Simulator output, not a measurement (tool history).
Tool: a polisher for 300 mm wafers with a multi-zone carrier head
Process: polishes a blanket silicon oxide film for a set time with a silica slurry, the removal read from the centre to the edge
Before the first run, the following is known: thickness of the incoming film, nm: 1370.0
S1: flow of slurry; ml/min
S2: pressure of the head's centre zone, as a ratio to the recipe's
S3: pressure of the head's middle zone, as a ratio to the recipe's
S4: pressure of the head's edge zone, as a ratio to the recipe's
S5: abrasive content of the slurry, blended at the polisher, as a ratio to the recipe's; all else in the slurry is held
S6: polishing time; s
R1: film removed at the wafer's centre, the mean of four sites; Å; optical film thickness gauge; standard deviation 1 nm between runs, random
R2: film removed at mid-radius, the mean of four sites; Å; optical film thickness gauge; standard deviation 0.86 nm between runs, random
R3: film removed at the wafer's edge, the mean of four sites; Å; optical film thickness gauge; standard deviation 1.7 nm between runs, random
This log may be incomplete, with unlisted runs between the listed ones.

| run | day | S1 | S2 | S3 | S4 | S5 | S6 | R1 | R2 | R3 |
|---|---|---|---|---|---|---|---|---|---|---|
| 1 | 0.000 | 200 | 1.00 | 1.00 | 1.00 | 1.00 | 88 | 1707.0 | 1729.1 | 1701.0 |
| 2 | 0.200 | 200 | 1.04 | 1.00 | 1.00 | 1.00 | 88 | 1800.1 | 1724.6 | 1667.9 |
| 3 | 0.508 | 190 | 0.99 | 0.98 | 0.97 | 0.90 | 88 | 1597.1 | 1616.6 | 1549.7 |
| 4 | 0.658 | 190 | 0.99 | 0.91 | 0.97 | 0.90 | 88 | 1601.7 | 1534.2 | 1552.0 |
| 5 | 0.704 | 240 | 0.99 | 0.91 | 0.97 | 0.90 | 88 | 1609.3 | 1565.1 | 1591.6 |
| 6 | 0.775 | 240 | 0.99 | 0.91 | 0.97 | 1.00 | 88 | 1730.0 | 1655.7 | 1733.8 |
| 7 | 0.988 | 240 | 0.99 | 0.91 | 0.97 | 1.00 | 88 | 1683.9 | 1658.5 | 1698.6 |
| 8 | 1.267 | 185 | 0.89 | 0.83 | 0.87 | 0.75 | 87 | 1282.7 | 1309.1 | 1350.5 |
| 9 | 1.604 | 180 | 0.87 | 0.83 | 0.89 | 0.75 | 87 | 1251.3 | 1309.6 | 1351.8 |
| 10 | 1.700 | 175 | 0.85 | 0.83 | 0.91 | 0.75 | 87 | 1228.6 | 1296.1 | 1382.1 |

Run 11 is up next; what results do you expect?
| 11 | 2.075 | 170 | 0.84 | 0.84 | 0.92 | 0.70 | 87 | ? | ? | ? |

Run 11 came out at R1 1145.8 Å, R2 1250.8 Å, R3 1295.9 Å.
